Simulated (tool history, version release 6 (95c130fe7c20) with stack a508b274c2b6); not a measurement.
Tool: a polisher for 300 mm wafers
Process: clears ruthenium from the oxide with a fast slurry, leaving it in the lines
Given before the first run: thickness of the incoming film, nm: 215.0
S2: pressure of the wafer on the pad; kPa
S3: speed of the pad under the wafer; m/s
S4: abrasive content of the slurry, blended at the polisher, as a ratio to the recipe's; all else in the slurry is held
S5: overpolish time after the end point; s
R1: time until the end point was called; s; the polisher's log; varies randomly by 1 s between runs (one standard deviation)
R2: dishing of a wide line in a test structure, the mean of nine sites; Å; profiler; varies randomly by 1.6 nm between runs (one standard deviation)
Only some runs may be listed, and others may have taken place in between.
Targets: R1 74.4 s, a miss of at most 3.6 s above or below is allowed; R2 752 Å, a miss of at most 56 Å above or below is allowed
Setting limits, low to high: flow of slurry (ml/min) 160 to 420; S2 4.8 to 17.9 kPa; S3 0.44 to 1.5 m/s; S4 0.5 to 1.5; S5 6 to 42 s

Run 1, hour 0: flow of slurry (ml/min) 270, S2 11 kPa, S3 0.96 m/s, S4 1, S5 21 s. Result: R1 97.649 s, R2 345.5 Å.
Run 2, hour 4.2: flow of slurry (ml/min) 305, S2 11 kPa, S3 0.96 m/s, S4 1, S5 21 s. Result: R1 99.622 s, R2 360.13 Å.
Run 3, hour 5.5: flow of slurry (ml/min) 315, S2 11.7 kPa, S3 0.96 m/s, S4 1, S5 23 s. Result: R1 95.224 s, R2 393.99 Å.
Run 4, hour 13.9: flow of slurry (ml/min) 315, S2 12.4 kPa, S3 0.96 m/s, S4 1, S5 26 s. Result: R1 91.923 s, R2 453.28 Å.
Run 5, hour 22.1: flow of slurry (ml/min) 315, S2 13.1 kPa, S3 0.96 m/s, S4 1, S5 28 s. Result: R1 89.091 s, R2 496.79 Å.
Run 6, hour 23.6: flow of slurry (ml/min) 315, S2 13.8 kPa, S3 0.96 m/s, S4 1, S5 30 s. Result: R1 82.534 s, R2 544.99 Å.
Run 7, hour 31: flow of slurry (ml/min) 315, S2 13.8 kPa, S3 0.96 m/s, S4 1, S5 32 s. Result: R1 85.575 s, R2 599.98 Å.
Run 8, hour 36.7: flow of slurry (ml/min) 315, S2 15.9 kPa, S3 0.96 m/s, S4 1, S5 34 s. Result: R1 76.557 s, R2 646.41 Å.
Run 9, hour 39.9: flow of slurry (ml/min) 315, S2 15.9 kPa, S3 0.96 m/s, S4 1, S5 35 s. Result: R1 77.853 s, R2 674.98 Å.

Of the 5 settings listed for the next run, only one would bring every result within its allowed miss of target. Which one?
Run A, hour 43.1: flow of slurry (ml/min) 295, S2 16.5 kPa, S3 0.9 m/s, S4 1, S5 28 s. Result: R1 ?, R2 ?.
Run B, hour 43.1: flow of slurry (ml/min) 340, S2 14.5 kPa, S3 0.92 m/s, S4 1.05, S5 37 s. Result: R1 ?, R2 ?.
Run C, hour 43.1: flow of slurry (ml/min) 320, S2 17.2 kPa, S3 0.96 m/s, S4 0.95, S5 28 s. Result: R1 ?, R2 ?.
Run D, hour 43.1: flow of slurry (ml/min) 295, S2 15.9 kPa, S3 1.04 m/s, S4 0.95, S5 38 s. Result: R1 ?, R2 ?.
Run E, hour 43.1: flow of slurry (ml/min) 330, S2 17.2 kPa, S3 0.78 m/s, S4 1, S5 34 s. Result: R1 ?, R2 ?.

move      R1      R2
   A  78.335  578.48
   B  81.852  705.22
   C  74.216  605.88
   D  75.231  772.14
   E  82.628  652.09
A: misses by more than the last run did
B: puts the biggest miss on target and leaves a different result outside tolerance
C: misses by more than the last run did
D: every result lands within tolerance
E: misses by more than the last run did
So the answer is move D, the one that meets all the targets.
